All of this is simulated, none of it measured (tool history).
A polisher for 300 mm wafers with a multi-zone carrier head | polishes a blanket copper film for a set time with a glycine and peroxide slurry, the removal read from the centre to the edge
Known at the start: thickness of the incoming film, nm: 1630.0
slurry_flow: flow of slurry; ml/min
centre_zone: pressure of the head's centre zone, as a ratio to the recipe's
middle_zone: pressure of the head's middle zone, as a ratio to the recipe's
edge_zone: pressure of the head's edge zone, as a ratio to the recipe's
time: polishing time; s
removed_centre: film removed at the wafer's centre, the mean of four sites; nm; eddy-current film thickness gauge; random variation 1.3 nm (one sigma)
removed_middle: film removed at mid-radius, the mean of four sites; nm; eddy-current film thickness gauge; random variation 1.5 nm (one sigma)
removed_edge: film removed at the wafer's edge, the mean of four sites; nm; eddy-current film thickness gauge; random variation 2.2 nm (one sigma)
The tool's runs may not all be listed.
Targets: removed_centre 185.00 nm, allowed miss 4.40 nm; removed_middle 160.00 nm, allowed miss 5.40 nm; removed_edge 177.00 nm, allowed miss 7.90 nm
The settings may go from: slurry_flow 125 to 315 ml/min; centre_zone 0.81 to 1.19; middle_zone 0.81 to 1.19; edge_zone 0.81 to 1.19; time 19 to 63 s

Run 1, day 0.000: slurry_flow 205 ml/min, centre_zone 1.00, middle_zone 1.00, edge_zone 1.00, time 41 s. Result: removed_centre 215.37 nm, removed_middle 206.64 nm, removed_edge 213.38 nm.
Run 2, day 0.067: slurry_flow 205 ml/min, centre_zone 1.00, middle_zone 1.00, edge_zone 1.00, time 50 s. Result: removed_centre 260.51 nm, removed_middle 258.99 nm, removed_edge 267.33 nm.
Run 3, day 0.096: slurry_flow 205 ml/min, centre_zone 1.00, middle_zone 0.98, edge_zone 0.99, time 48 s. Result: removed_centre 250.74 nm, removed_middle 245.04 nm, removed_edge 247.41 nm.
Run 4, day 0.150: slurry_flow 205 ml/min, centre_zone 1.00, middle_zone 0.98, edge_zone 0.99, time 54 s. Result: removed_centre 279.72 nm, removed_middle 276.87 nm, removed_edge 280.11 nm.
Run 5, day 0.342: slurry_flow 230 ml/min, centre_zone 1.00, middle_zone 0.98, edge_zone 0.99, time 54 s. Result: removed_centre 282.65 nm, removed_middle 279.90 nm, removed_edge 283.87 nm.
Run 6, day 0.521: slurry_flow 230 ml/min, centre_zone 1.00, middle_zone 0.98, edge_zone 0.99, time 44 s. Result: removed_centre 230.15 nm, removed_middle 221.17 nm, removed_edge 226.41 nm.
Run 7, day 0.892: slurry_flow 230 ml/min, centre_zone 1.00, middle_zone 0.96, edge_zone 0.99, time 43 s. Result: removed_centre 227.80 nm, removed_middle 218.31 nm, removed_edge 222.34 nm.
Run 8, day 1.246: slurry_flow 225 ml/min, centre_zone 1.00, middle_zone 0.94, edge_zone 1.00, time 42 s. Result: removed_centre 220.66 nm, removed_middle 208.98 nm, removed_edge 218.32 nm.

Which of these 5 next moves meets every target?
Run A, day 1.600: slurry_flow 270 ml/min, centre_zone 0.81, middle_zone 1.15, edge_zone 0.81, time 41 s. Result: removed_centre ?, removed_middle ?, removed_edge ?.
Run B, day 1.600: slurry_flow 190 ml/min, centre_zone 1.05, middle_zone 0.88, edge_zone 1.00, time 34 s. Result: removed_centre ?, removed_middle ?, removed_edge ?.
Run C, day 1.600: slurry_flow 250 ml/min, centre_zone 1.14, middle_zone 0.92, edge_zone 1.04, time 34 s. Result: removed_centre ?, removed_middle ?, removed_edge ?.
Run D, day 1.600: slurry_flow 210 ml/min, centre_zone 0.98, middle_zone 0.94, edge_zone 1.03, time 38 s. Result: removed_centre ?, removed_middle ?, removed_edge ?.
Run E, day 1.600: slurry_flow 215 ml/min, centre_zone 0.94, middle_zone 0.82, edge_zone 1.19, time 35 s. Result: removed_centre ?, removed_middle ?, removed_edge ?.

move  removed_centre  removed_middle  removed_edge
   A          182.93          240.09        199.82
   B          183.35          157.60        175.87
   C          204.08          167.33        182.59
   D          195.03          186.72        200.51
   E          173.41          156.55        197.51
A: further off than the last run
B: meets every target
C: nearer than the last run, and not there yet
D: nearer than the last run, and not there yet
E: brings the result that was furthest off to its target, and leaves another outside
The right move is B.
